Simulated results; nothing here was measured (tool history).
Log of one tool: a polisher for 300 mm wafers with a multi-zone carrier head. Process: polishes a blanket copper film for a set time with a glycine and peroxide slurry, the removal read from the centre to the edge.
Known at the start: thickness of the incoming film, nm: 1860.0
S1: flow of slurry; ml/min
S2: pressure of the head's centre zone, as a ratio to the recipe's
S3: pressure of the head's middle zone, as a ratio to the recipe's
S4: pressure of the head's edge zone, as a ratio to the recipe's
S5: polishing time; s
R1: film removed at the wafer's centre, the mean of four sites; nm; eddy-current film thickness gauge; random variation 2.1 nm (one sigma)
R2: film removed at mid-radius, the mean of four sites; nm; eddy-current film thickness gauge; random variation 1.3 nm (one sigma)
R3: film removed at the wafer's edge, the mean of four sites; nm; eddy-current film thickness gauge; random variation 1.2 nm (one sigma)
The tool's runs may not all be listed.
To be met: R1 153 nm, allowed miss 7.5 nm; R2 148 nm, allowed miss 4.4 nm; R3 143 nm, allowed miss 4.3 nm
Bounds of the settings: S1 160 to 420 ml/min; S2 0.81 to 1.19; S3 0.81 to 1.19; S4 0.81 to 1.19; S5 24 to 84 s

| run | hour | S1 | S2 | S3 | S4 | S5 | R1 | R2 | R3 |
|---|---|---|---|---|---|---|---|---|---|
| 1 | 0 | 270 | 1 | 1 | 1 | 54 | 219.25 | 221.59 | 214.1 |
| 2 | 5.5 | 265 | 0.99 | 0.98 | 0.97 | 50 | 198.88 | 199.52 | 192.01 |
| 3 | 7.6 | 260 | 0.98 | 0.96 | 0.94 | 48 | 190.26 | 188.97 | 180.02 |
| 4 | 14.4 | 260 | 0.98 | 0.96 | 0.94 | 43 | 170.81 | 171.76 | 162.9 |
| 5 | 20.6 | 255 | 0.97 | 0.93 | 0.92 | 43 | 167.16 | 164.35 | 161.82 |
| 6 | 24.5 | 250 | 0.97 | 0.92 | 0.9 | 42 | 164.09 | 158.98 | 155.91 |
| 7 | 27.8 | 245 | 0.96 | 0.91 | 0.88 | 42 | 162.44 | 157.57 | 155.96 |
| 8 | 29.7 | 245 | 0.96 | 0.91 | 0.87 | 41 | 159.32 | 152.72 | 148.9 |
| 9 | 30.8 | 240 | 0.95 | 0.91 | 0.86 | 41 | 156.71 | 154 | 148.35 |
| 10 | 34.7 | 235 | 0.95 | 0.91 | 0.85 | 41 | 160.39 | 151.74 | 146.51 |
| 11 | 40.1 | 230 | 0.94 | 0.91 | 0.85 | 41 | 154.38 | 151.16 | 146.84 |

5 next moves are on the table. One of them brings every result within its allowed miss. Which?
| A | 45.5 | 160 | 0.9 | 0.83 | 0.85 | 45 | ? | ? | ? |
| B | 45.5 | 220 | 0.93 | 0.83 | 0.91 | 42 | ? | ? | ? |
| C | 45.5 | 215 | 0.93 | 0.86 | 0.94 | 42 | ? | ? | ? |
| D | 45.5 | 275 | 1 | 0.97 | 0.83 | 39 | ? | ? | ? |
| E | 45.5 | 230 | 0.95 | 0.9 | 0.83 | 40 | ? | ? | ? |

| move | R1 | R2 | R3 |
|---|---|---|---|
| A | 157.66 | 148.11 | 159.91 |
| B | 158.19 | 143.17 | 157.79 |
| C | 157.81 | 146.92 | 159.72 |
| D | 161.95 | 153.94 | 142.86 |
| E | 154.76 | 146.13 | 144.81 |
A: further off than the last run
B: further off than the last run
C: further off than the last run
D: brings the result that was furthest off to its target, and leaves another outside
E: meets every target
Move E is the one to make.
